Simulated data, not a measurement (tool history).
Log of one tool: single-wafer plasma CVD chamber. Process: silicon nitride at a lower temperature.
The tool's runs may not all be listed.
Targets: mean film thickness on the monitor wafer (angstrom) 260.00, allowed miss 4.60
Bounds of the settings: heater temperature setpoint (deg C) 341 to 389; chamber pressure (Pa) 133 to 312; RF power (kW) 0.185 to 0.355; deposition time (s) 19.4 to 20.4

| run | hour | heater temperature setpoint (deg C) | chamber pressure (Pa) | RF power (kW) | deposition time (s) | mean film thickness on the monitor wafer (angstrom) |
|---|---|---|---|---|---|---|
| 1 | 0.0 | 365 | 223 | 0.270 | 20.4 | 224.56 |
| 2 | 4.6 | 365 | 223 | 0.270 | 19.4 | 213.23 |
| 3 | 8.2 | 365 | 241 | 0.280 | 19.4 | 223.62 |
| 4 | 9.2 | 365 | 205 | 0.280 | 19.4 | 214.15 |
| 5 | 14.7 | 365 | 171 | 0.280 | 19.4 | 203.99 |
| 6 | 21.8 | 365 | 201 | 0.290 | 19.4 | 218.45 |
| 7 | 26.7 | 365 | 224 | 0.295 | 19.4 | 228.70 |
| 8 | 27.4 | 365 | 243 | 0.300 | 19.4 | 235.34 |
| 9 | 34.4 | 365 | 256 | 0.305 | 19.4 | 243.00 |

5 next moves are on the table. One of them brings every result within its allowed miss. Which?
| A | 41.4 | 353 | 305 | 0.320 | 19.7 | ? |
| B | 41.4 | 364 | 265 | 0.310 | 20.4 | ? |
| C | 41.4 | 379 | 229 | 0.330 | 19.9 | ? |
| D | 41.4 | 371 | 237 | 0.345 | 20.4 | ? |
| E | 41.4 | 365 | 265 | 0.325 | 20.4 | ? |

| move | mean film thickness on the monitor wafer (angstrom) |
|---|---|
| A | 266.49 |
| B | 259.23 |
| C | 252.51 |
| D | 270.18 |
| E | 267.91 |
A: takes the result that was furthest off past its target
B: meets every target
C: nearer than the last run, and not there yet
D: takes the result that was furthest off past its target
E: takes the result that was furthest off past its target
The right move is B.
